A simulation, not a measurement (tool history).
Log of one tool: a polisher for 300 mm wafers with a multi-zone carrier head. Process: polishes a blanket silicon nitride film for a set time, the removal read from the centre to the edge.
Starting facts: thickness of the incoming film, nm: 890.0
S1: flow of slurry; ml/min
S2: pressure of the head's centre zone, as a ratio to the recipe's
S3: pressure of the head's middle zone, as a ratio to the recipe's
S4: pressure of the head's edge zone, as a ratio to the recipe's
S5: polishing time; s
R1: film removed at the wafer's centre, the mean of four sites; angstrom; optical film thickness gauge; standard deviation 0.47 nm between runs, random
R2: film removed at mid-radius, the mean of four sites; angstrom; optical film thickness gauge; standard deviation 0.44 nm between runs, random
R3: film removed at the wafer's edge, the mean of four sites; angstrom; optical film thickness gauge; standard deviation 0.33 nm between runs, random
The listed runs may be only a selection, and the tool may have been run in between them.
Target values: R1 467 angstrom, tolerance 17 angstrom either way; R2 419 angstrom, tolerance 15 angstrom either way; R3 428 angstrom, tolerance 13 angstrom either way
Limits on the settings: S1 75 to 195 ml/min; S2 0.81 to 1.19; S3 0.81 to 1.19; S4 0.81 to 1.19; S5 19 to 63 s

run  hour   S1    S2    S3    S4  S5      R1      R2      R3
  1     0  125     1     1     1  41   518.1   518.8  508.59
  2   3.1  125  1.06     1     1  41  545.85  514.35  513.99
  3  10.6  120  1.06  0.98  0.97  40  529.04  495.33  483.21
  4  12.5  140  1.06  0.98  0.97  40  543.83  508.04  504.67
  5  17.5  140  1.09  0.98  0.97  40   564.3  504.27  501.03
  6  20.3  140  1.09  0.98     1  40  567.56  502.49  516.31
  7  21.1  130  1.08  0.96  0.99  40  553.43  484.84  498.82
  8  26.2  120  1.07  0.95  0.98  40  539.71  480.05  487.21
  9  28.9   85  1.02  0.85  0.91  38  462.03  394.67  440.12

Which single option among these 4 for the next run brings every result within its allowed miss of target? Just one does.
  A  31.6  80  1.01  0.83  0.94  37   ?   ?   ?
  B  31.6  85  1.06  0.84  0.93  38   ?   ?   ?
  C  31.6  95  0.97  0.83  1.04  37   ?   ?   ?
  D  31.6  85  1.06  0.92  0.88  38   ?   ?   ?

move      R1      R2      R3
   A  430.48  371.39  427.94
   B  470.18  389.39  440.82
   C  429.48  383.71  457.89
   D  470.43   418.1  430.02
A: further off than the last run
B: further off than the last run
C: further off than the last run
D: all results land within tolerance of their targets
Go with D: it meets all targets.
